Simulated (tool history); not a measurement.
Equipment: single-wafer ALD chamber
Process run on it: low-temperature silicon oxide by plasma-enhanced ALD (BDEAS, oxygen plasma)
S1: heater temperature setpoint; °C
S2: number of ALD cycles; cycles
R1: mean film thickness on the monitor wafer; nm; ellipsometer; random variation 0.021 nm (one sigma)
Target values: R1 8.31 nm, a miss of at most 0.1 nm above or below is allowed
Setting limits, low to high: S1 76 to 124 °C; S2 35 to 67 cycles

{"run": 1, "day": 0.0, "S1": 100, "S2": 51, "R1": 6.9412}
{"run": 2, "day": 0.029, "S1": 90, "S2": 51, "R1": 7.1427}
{"run": 3, "day": 0.088, "S1": 88, "S2": 52, "R1": 7.357}
{"run": 4, "day": 0.229, "S1": 96, "S2": 52, "R1": 7.1686}
{"run": 5, "day": 0.438, "S1": 88, "S2": 52, "R1": 7.3634}
{"run": 6, "day": 0.683, "S1": 88, "S2": 47, "R1": 6.6366}
{"run": 7, "day": 1.004, "S1": 86, "S2": 49, "R1": 6.9548}
{"run": 8, "day": 1.121, "S1": 85, "S2": 50, "R1": 7.1009}
{"run": 9, "day": 1.358, "S1": 84, "S2": 51, "R1": 7.2994}
{"run": 10, "day": 1.404, "S1": 83, "S2": 52, "R1": 7.4844}
{"run": 11, "day": 1.658, "S1": 82, "S2": 53, "R1": 7.6335}
{"run": 12, "day": 1.879, "S1": 81, "S2": 54, "R1": 7.8273}
{"run": 13, "day": 2.117, "S1": 80, "S2": 54, "R1": 7.8149}
{"run": 14, "day": 2.171, "S1": 79, "S2": 54, "R1": 7.848}
{"run": 15, "day": 2.3, "S1": 78, "S2": 56, "R1": 8.1798}

Consider the 5 candidate settings below. Which is the only one whose results all fall within their allowed miss of target?
{"run": "A", "day": 2.429, "S1": 78, "S2": 57, "R1": "?"}
{"run": "B", "day": 2.429, "S1": 86, "S2": 57, "R1": "?"}
{"run": "C", "day": 2.429, "S1": 85, "S2": 56, "R1": "?"}
{"run": "D", "day": 2.429, "S1": 76, "S2": 55, "R1": "?"}
{"run": "E", "day": 2.429, "S1": 80, "S2": 56, "R1": "?"}

move=A R1=8.3469
move=B R1=8.1299
move=C R1=8.0139
move=D R1=8.1063
move=E R1=8.1471
A: every result lands within tolerance
B: further off than the last run
C: further off than the last run
D: further off than the last run
E: further off than the last run
Correct choice: A, which meets every target
